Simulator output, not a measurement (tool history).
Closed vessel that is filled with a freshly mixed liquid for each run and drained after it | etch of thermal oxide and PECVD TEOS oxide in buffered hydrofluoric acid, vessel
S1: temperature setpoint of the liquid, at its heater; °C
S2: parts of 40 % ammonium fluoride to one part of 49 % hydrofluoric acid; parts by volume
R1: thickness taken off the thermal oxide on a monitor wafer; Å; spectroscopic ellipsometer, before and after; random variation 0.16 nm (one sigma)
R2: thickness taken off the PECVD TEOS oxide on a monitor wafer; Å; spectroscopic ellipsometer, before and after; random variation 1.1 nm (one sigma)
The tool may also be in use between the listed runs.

{"run": 1, "hour": 0.0, "S1": 21, "S2": 19.5, "time in the liquid (s)": 60, "R1": 267.08, "R2": 1095.3}
{"run": 2, "hour": 5.1, "S1": 21, "S2": 19.5, "time in the liquid (s)": 40, "R1": 177.7, "R2": 721.2}
{"run": 3, "hour": 6.2, "S1": 21, "S2": 23, "time in the liquid (s)": 40, "R1": 157.39, "R2": 644.9}
{"run": 4, "hour": 7.9, "S1": 22.5, "S2": 20, "time in the liquid (s)": 40, "R1": 189.12, "R2": 773.79}
{"run": 5, "hour": 15.3, "S1": 24, "S2": 20, "time in the liquid (s)": 40, "R1": 206.08, "R2": 847.06}
{"run": 6, "hour": 19.9, "S1": 24, "S2": 20, "time in the liquid (s)": 55, "R1": 279.01, "R2": 1163.9}

Run 7 comes next. What will it give?
{"run": 7, "hour": 27.5, "S1": 28, "S2": 15.5, "time in the liquid (s)": 55, "R1": "?", "R2": "?"}

Run 7 gave R1 451.03 Å, R2 1839.6 Å.
